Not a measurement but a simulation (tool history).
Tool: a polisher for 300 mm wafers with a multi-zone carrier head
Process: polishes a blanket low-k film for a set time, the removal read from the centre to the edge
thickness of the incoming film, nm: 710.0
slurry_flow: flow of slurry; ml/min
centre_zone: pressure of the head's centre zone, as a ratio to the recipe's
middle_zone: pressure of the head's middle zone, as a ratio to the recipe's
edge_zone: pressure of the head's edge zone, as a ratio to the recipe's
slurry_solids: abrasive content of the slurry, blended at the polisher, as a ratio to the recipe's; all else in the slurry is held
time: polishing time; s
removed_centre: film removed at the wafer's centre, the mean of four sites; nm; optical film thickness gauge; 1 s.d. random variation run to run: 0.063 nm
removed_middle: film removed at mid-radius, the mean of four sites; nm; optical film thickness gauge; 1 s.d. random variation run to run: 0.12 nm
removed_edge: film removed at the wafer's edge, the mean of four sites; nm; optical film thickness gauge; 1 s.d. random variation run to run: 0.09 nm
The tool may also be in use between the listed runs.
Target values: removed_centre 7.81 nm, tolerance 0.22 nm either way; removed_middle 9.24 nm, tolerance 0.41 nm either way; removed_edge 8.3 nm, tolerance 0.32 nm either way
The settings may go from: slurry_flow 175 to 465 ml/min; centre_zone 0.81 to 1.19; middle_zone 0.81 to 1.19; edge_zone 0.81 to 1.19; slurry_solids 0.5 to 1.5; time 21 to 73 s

run,day,slurry_flow,centre_zone,middle_zone,edge_zone,slurry_solids,time,removed_centre,removed_middle,removed_edge
1,0,295,1,1,1,1,47,13.827,14.127,13.076
2,0.096,295,1,1,1,0.8,47,12.59,12.703,12.227
3,0.329,295,1,0.95,1,0.8,47,12.743,12.01,12.276
4,0.642,295,0.96,0.95,1,0.8,47,12.098,12.463,12.507
5,0.8,295,0.95,0.97,0.97,0.7,44,10.959,11.037,10.767
6,0.896,295,1.03,0.97,0.97,0.7,44,11.899,11.347,10.837
7,0.975,290,0.98,0.98,0.95,0.65,43,10.738,10.948,10.059
8,1.333,280,0.94,0.97,0.94,0.6,42,9.5753,10.177,9.6046

Next run, 4 choices. One meets every target within its allowed miss, the rest don't. Which?
A,1.692,235,0.86,1.01,0.9,0.65,37,?,?,?
B,1.692,340,1,0.96,0.94,0.55,46,?,?,?
C,1.692,415,1.05,1.01,0.86,0.6,40,?,?,?
D,1.692,335,0.97,0.82,0.92,0.65,44,?,?,?

move,removed_centre,removed_middle,removed_edge
A,7.9831,9.5341,8.3296
B,11.222,11.142,10.291
C,10.685,10.565,8.9401
D,11.004,9.8741,10.307
A: in spec on every target
B: further off than the last run
C: further off than the last run
D: further off than the last run
The right move is A.
